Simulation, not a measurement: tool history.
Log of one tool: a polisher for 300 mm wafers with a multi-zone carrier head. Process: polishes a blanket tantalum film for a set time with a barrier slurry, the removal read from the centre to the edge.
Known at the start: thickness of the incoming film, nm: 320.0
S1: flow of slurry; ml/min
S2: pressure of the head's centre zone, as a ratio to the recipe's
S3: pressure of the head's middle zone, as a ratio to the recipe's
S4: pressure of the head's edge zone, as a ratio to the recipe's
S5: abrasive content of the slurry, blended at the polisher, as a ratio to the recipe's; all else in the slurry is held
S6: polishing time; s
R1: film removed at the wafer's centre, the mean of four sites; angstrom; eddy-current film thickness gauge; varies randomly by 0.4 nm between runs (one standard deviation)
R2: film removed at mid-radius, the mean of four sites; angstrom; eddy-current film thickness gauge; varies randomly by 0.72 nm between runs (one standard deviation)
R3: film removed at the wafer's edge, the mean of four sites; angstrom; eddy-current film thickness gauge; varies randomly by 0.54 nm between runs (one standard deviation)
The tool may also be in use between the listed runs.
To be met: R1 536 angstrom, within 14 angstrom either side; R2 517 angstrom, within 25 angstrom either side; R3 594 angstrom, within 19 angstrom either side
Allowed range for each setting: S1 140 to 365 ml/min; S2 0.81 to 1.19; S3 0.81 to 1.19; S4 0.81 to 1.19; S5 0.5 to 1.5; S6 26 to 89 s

run	hour	S1	S2	S3	S4	S5	S6	R1	R2	R3
1	0	235	1	1	1	1	57	1036.7	1060.6	1059.5
2	4.3	220	0.97	0.94	0.98	0.85	50	858.54	797.62	885.36
3	12.4	210	0.92	0.94	0.94	0.75	46	734.11	725.22	765.13
4	16.3	210	0.92	0.94	0.87	0.75	46	725.34	736.1	746.84
5	24.5	210	0.92	0.94	0.87	0.75	56	899.78	874.85	904.01
6	25.4	210	0.92	0.94	0.87	0.75	66	1036.9	1040.7	1061.7
7	31.4	160	0.82	0.84	0.86	0.5	50	641.68	624.31	708.1
8	36.4	155	0.82	0.83	0.86	0.5	47	609.05	596.38	671.91
9	40	150	0.82	0.82	0.87	0.5	45	576.27	559.1	630.44
10	41	150	0.82	0.82	0.88	0.5	44	552.8	543.32	623.95
11	47.6	150	0.82	0.82	0.88	0.5	44	564.34	538.41	625.25
12	54.1	150	0.82	0.82	0.88	0.5	43	551.82	530.1	596.85

Exercise: of the 5 proposed moves below, exactly one satisfies all targets within the stated allowed misses. Which move is it?
A	60.6	145	0.85	0.81	0.93	0.5	39	?	?	?
B	60.6	140	0.96	0.82	0.81	0.5	41	?	?	?
C	60.6	170	0.9	0.81	0.91	0.5	37	?	?	?
D	60.6	190	0.81	0.82	0.86	0.5	41	?	?	?
E	60.6	150	0.81	1.02	0.84	0.6	37	?	?	?

move	R1	R2	R3
A	507.69	463.81	567.05
B	570.87	490.49	561.54
C	507.58	447.56	539.73
D	536.29	506.86	589.07
E	496.47	563.6	543.16
A: carries the result that was furthest off beyond its target, to the other side
B: lands further from the targets than the last run did
C: carries the result that was furthest off beyond its target, to the other side
D: every result lands within tolerance
E: carries the result that was furthest off beyond its target, to the other side
The right move is D.
